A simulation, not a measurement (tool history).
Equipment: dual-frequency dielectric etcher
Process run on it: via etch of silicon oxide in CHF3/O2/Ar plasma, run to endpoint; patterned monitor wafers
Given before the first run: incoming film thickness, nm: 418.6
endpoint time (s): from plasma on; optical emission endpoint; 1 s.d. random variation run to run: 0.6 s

Run 1, hour 0.0: source power (kW) 0.870, bias power (kW) 0.180. Result: endpoint time (s) 185.02.
Run 2, hour 7.7: source power (kW) 1.020, bias power (kW) 0.180. Result: endpoint time (s) 171.08.
Run 3, hour 10.9: source power (kW) 0.870, bias power (kW) 0.180. Result: endpoint time (s) 185.44.
Run 4, hour 11.6: source power (kW) 0.870, bias power (kW) 0.198. Result: endpoint time (s) 179.55.
Run 5, hour 14.8: source power (kW) 0.820, bias power (kW) 0.197. Result: endpoint time (s) 185.39.
Run 6, hour 15.7: source power (kW) 0.660, bias power (kW) 0.197. Result: endpoint time (s) 209.47.

Estimate the outcome of run 7 from the log above:
Run 7, hour 23.6: source power (kW) 0.690, bias power (kW) 0.197. Result: endpoint time (s) ?.

{"run 7": {"endpoint time (s)": 203.78}}

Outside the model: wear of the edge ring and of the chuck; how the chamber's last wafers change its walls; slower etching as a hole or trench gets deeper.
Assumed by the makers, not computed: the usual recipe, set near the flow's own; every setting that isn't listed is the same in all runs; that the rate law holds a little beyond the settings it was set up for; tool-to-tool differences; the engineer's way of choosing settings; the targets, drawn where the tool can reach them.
